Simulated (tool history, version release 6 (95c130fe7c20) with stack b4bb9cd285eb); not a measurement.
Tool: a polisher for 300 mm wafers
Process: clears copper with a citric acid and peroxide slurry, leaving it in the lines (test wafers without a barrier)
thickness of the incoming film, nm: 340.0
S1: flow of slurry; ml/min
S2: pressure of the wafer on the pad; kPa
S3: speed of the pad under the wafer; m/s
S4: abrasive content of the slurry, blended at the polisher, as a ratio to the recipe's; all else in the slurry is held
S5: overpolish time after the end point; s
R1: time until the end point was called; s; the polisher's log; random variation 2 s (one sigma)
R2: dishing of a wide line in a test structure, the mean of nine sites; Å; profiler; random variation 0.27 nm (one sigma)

run  hour   S1    S2    S3   S4  S5      R1      R2
  1     0  155  25.5  1.36    1  13  72.996  399.29
  2   3.7  130  25.5  1.36    1  13  76.423  387.13
  3  12.6  130  19.3  1.36    1  13  94.952  310.43
  4  21.1  130  17.9  1.36    1  13  99.548  297.77
  5  27.1  130  17.9  1.64    1  13  85.729   347.1
  6  35.9  130  17.9  1.64  0.8  13    89.7  329.03

Run 7 comes next. What will it give?
  7  42.9  130  11.7  1.48  0.75  12   ?   ?

R1: 137.02 s
R2: 204.87 Å
